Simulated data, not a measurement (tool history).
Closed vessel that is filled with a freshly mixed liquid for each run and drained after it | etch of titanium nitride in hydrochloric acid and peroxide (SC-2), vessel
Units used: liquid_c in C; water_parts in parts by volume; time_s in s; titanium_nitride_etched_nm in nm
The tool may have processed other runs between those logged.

run 1 day=0.000 | liquid_c=61.0 water_parts=10 time_s=450 | titanium_nitride_etched_nm=21.302
run 2 day=0.125 | liquid_c=61.0 water_parts=10 time_s=450 | titanium_nitride_etched_nm=21.693
run 3 day=0.458 | liquid_c=58.5 water_parts=10 time_s=450 | titanium_nitride_etched_nm=18.372
run 4 day=0.671 | liquid_c=58.5 water_parts=10 time_s=480 | titanium_nitride_etched_nm=19.982
run 5 day=0.900 | liquid_c=58.5 water_parts=7 time_s=480 | titanium_nitride_etched_nm=26.608
run 6 day=1.129 | liquid_c=56.5 water_parts=7 time_s=480 | titanium_nitride_etched_nm=23.329

Expected results for the next run?
-- day=1.496 chemicals flow meter replaced
run 7 day=1.496 | liquid_c=55.5 water_parts=7 time_s=480 | titanium_nitride_etched_nm=?

{"run 7": {"titanium_nitride_etched_nm": 23.306}}
